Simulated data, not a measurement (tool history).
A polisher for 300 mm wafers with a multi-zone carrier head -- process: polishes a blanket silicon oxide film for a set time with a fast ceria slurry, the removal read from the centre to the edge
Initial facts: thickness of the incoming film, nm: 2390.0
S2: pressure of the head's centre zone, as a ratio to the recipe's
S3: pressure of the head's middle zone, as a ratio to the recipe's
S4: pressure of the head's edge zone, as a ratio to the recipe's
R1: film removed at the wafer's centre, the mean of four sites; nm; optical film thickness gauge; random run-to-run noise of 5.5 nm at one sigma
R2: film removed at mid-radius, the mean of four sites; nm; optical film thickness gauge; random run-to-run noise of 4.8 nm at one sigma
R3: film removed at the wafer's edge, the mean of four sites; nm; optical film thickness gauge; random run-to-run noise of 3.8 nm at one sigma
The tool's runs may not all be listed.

run 1 hour=0 | flow_of_slurry_(ml/min)=300 S2=1 S3=1 S4=1 polishing_time_(s)=83 | R1=674.59 R2=682 R3=674.46
run 2 hour=4.3 | flow_of_slurry_(ml/min)=300 S2=1.07 S3=1 S4=1 polishing_time_(s)=83 | R1=711.39 R2=683.41 R3=664.2
run 3 hour=7 | flow_of_slurry_(ml/min)=300 S2=1.07 S3=1.05 S4=1 polishing_time_(s)=83 | R1=718.35 R2=693.71 R3=677.53
run 4 hour=13.3 | flow_of_slurry_(ml/min)=300 S2=1.07 S3=1.05 S4=0.94 polishing_time_(s)=83 | R1=711.03 R2=711.84 R3=648.88
run 5 hour=20.9 | flow_of_slurry_(ml/min)=300 S2=1.07 S3=1.01 S4=0.94 polishing_time_(s)=83 | R1=705.48 R2=674.68 R3=649.5
run 6 hour=21.7 | flow_of_slurry_(ml/min)=290 S2=1.02 S3=1.02 S4=0.93 polishing_time_(s)=78 | R1=642.81 R2=637.94 R3=616.66
run 7 hour=22.7 | flow_of_slurry_(ml/min)=290 S2=0.92 S3=1.12 S4=0.93 polishing_time_(s)=55 | R1=408.45 R2=485.58 R3=428.87

Run 8, settings as shown, results not yet in. Your forecast:
run 8 hour=28.9 | flow_of_slurry_(ml/min)=295 S2=0.91 S3=1.13 S4=0.95 polishing_time_(s)=56 | R1=? R2=? R3=?

Run 8 measured R1 406.76 nm, R2 500.16 nm, R3 437.06 nm.

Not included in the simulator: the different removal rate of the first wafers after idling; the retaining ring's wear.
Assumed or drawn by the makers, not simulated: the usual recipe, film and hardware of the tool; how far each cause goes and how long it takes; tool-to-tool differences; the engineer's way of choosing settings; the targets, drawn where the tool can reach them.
